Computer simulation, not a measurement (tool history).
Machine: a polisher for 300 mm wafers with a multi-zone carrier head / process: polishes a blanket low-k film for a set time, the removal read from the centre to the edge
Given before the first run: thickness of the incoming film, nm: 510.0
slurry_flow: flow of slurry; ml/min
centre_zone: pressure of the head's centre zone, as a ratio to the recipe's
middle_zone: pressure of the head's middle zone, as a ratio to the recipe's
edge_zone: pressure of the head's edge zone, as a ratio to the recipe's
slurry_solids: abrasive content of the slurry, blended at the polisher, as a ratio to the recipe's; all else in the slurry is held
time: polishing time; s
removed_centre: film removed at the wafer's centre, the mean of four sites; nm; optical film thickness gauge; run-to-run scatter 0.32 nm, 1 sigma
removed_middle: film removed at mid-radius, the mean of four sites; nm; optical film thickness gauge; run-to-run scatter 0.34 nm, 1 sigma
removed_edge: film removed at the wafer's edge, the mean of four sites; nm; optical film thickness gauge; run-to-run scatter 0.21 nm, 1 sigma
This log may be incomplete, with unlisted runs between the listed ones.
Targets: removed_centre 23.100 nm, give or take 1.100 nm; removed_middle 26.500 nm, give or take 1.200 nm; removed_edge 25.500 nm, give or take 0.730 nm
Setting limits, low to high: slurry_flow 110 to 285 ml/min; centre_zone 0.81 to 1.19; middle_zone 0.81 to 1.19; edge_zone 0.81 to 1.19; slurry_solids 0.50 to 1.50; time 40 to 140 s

run 1 hour=0.0 | slurry_flow=180 centre_zone=1.00 middle_zone=1.00 edge_zone=1.00 slurry_solids=1.00 time=90 | removed_centre=31.908 removed_middle=31.503 removed_edge=31.912
run 2 hour=8.2 | slurry_flow=175 centre_zone=0.97 middle_zone=1.00 edge_zone=0.97 slurry_solids=0.95 time=90 | removed_centre=30.363 removed_middle=30.402 removed_edge=30.644
run 3 hour=13.0 | slurry_flow=170 centre_zone=0.94 middle_zone=1.01 edge_zone=0.95 slurry_solids=0.90 time=90 | removed_centre=29.256 removed_middle=29.559 removed_edge=29.277
run 4 hour=14.4 | slurry_flow=165 centre_zone=0.91 middle_zone=1.02 edge_zone=0.96 slurry_solids=0.85 time=89 | removed_centre=26.620 removed_middle=27.736 removed_edge=28.516
run 5 hour=21.0 | slurry_flow=165 centre_zone=0.91 middle_zone=0.98 edge_zone=0.96 slurry_solids=0.85 time=89 | removed_centre=27.345 removed_middle=27.793 removed_edge=28.549
run 6 hour=23.7 | slurry_flow=160 centre_zone=0.89 middle_zone=1.00 edge_zone=0.94 slurry_solids=0.85 time=89 | removed_centre=26.585 removed_middle=28.536 removed_edge=28.450
run 7 hour=26.5 | slurry_flow=140 centre_zone=0.83 middle_zone=0.99 edge_zone=0.85 slurry_solids=0.70 time=88 | removed_centre=21.376 removed_middle=24.687 removed_edge=23.307
run 8 hour=34.0 | slurry_flow=140 centre_zone=0.83 middle_zone=0.99 edge_zone=0.85 slurry_solids=0.70 time=88 | removed_centre=21.624 removed_middle=24.119 removed_edge=23.436
run 9 hour=39.5 | slurry_flow=150 centre_zone=0.83 middle_zone=1.00 edge_zone=0.86 slurry_solids=0.70 time=88 | removed_centre=21.909 removed_middle=24.356 removed_edge=23.740
run 10 hour=46.8 | slurry_flow=150 centre_zone=0.83 middle_zone=1.02 edge_zone=0.87 slurry_solids=0.70 time=88 | removed_centre=22.410 removed_middle=25.462 removed_edge=23.537

Which of these 4 next moves meets every target?
run A hour=54.1 | slurry_flow=130 centre_zone=0.81 middle_zone=0.96 edge_zone=0.91 slurry_solids=0.90 time=87 | removed_centre=? removed_middle=? removed_edge=?
run B hour=54.1 | slurry_flow=180 centre_zone=0.85 middle_zone=1.06 edge_zone=0.98 slurry_solids=0.90 time=77 | removed_centre=? removed_middle=? removed_edge=?
run C hour=54.1 | slurry_flow=165 centre_zone=0.83 middle_zone=0.90 edge_zone=0.91 slurry_solids=0.70 time=90 | removed_centre=? removed_middle=? removed_edge=?
run D hour=54.1 | slurry_flow=120 centre_zone=0.92 middle_zone=0.95 edge_zone=0.99 slurry_solids=0.60 time=99 | removed_centre=? removed_middle=? removed_edge=?

move=A removed_centre=23.539 removed_middle=26.581 removed_edge=26.443
move=B removed_centre=23.347 removed_middle=27.070 removed_edge=25.449
move=C removed_centre=23.188 removed_middle=24.427 removed_edge=25.059
move=D removed_centre=23.182 removed_middle=23.763 removed_edge=24.957
A: carries the result that was furthest off beyond its target, to the other side
B: all results in spec
C: the furthest-off result lands on target, but another misses its tolerance
D: the furthest-off result lands on target, but another misses its tolerance
Go with B: it meets all targets.

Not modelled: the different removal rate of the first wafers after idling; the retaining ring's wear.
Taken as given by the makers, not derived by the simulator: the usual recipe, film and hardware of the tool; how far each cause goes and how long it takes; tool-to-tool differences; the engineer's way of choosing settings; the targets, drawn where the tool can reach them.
